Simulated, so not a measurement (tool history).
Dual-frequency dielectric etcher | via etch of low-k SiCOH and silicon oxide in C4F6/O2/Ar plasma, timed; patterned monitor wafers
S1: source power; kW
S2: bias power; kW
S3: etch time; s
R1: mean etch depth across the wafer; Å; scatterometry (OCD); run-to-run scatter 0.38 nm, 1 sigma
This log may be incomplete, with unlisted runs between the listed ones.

run    day    S1     S2    S3      R1
  1      0  0.24  0.252  38.5  920.73
  2  0.088  0.24  0.211  38.5  870.88
  3  0.429  0.26  0.218  38.5  914.08
  4  0.554  0.28   0.22  38.5     939
  5  0.608   0.3   0.22  38.5  967.19
  6  0.642   0.3   0.22  38.5  955.37
  7  0.683  0.31  0.228  38.5  985.35
  8   0.75  0.32  0.232  38.5  1000.4
  9  0.954  0.32  0.235  38.5  1001.9
 10  1.146  0.32  0.238  38.5  1010.9
 11  1.208  0.32  0.239  38.5  1005.4
 12  1.321  0.32  0.242  38.5  1008.5
 13  1.629  0.32  0.244  38.5  1019.1

Run 14 is up next; what results do you expect?
 14  1.779  0.32  0.245  38.5   ?

Run 14 measured R1 1022.2 Å.
